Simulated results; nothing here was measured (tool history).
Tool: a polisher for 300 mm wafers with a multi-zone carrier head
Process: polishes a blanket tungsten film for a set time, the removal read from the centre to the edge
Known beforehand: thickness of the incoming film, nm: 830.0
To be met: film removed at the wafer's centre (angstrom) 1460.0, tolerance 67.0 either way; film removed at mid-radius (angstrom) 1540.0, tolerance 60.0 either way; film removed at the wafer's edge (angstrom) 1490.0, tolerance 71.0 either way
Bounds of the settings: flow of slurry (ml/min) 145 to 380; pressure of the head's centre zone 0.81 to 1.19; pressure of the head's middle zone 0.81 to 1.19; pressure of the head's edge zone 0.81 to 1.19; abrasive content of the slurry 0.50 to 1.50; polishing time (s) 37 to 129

run	day	flow of slurry (ml/min)	pressure of the head's centre zone	pressure of the head's middle zone	pressure of the head's edge zone	abrasive content of the slurry	polishing time (s)	film removed at the wafer's centre (angstrom)	film removed at mid-radius (angstrom)	film removed at the wafer's edge (angstrom)
1	0.000	245	1.00	1.00	1.00	1.00	83	2392.4	2493.8	2405.5
2	0.171	245	0.99	0.99	0.98	0.85	77	2137.7	2224.9	2131.2
3	0.246	245	0.99	0.99	0.98	0.85	58	1609.1	1633.2	1676.4
4	0.621	240	0.98	0.99	0.96	0.80	58	1575.9	1617.9	1606.5
5	0.850	235	0.97	0.99	0.95	0.80	58	1567.4	1609.6	1550.0
6	0.892	235	0.97	0.99	0.87	0.80	58	1539.9	1602.0	1506.7
7	1.262	230	0.96	0.98	0.87	0.80	58	1515.8	1608.9	1524.0
8	1.521	230	0.96	0.98	0.87	0.80	58	1516.6	1660.3	1480.0

Which single option among these 4 for the next run brings every result within its allowed miss of target? Just one does.
A	1.779	200	0.96	0.96	0.81	0.75	62	?	?	?
B	1.779	260	0.97	1.01	0.95	0.80	54	?	?	?
C	1.779	200	0.83	1.07	0.83	0.80	60	?	?	?
D	1.779	190	0.82	1.03	0.82	1.15	57	?	?	?

move	film removed at the wafer's centre (angstrom)	film removed at mid-radius (angstrom)	film removed at the wafer's edge (angstrom)
A	1605.8	1660.8	1485.9
B	1491.1	1564.6	1446.8
C	1358.2	1735.0	1468.8
D	1352.2	1711.4	1478.3
A: its largest miss is bigger than the last run's
B: in spec on every target
C: its largest miss is bigger than the last run's
D: its largest miss is bigger than the last run's
Move B is the one to make.

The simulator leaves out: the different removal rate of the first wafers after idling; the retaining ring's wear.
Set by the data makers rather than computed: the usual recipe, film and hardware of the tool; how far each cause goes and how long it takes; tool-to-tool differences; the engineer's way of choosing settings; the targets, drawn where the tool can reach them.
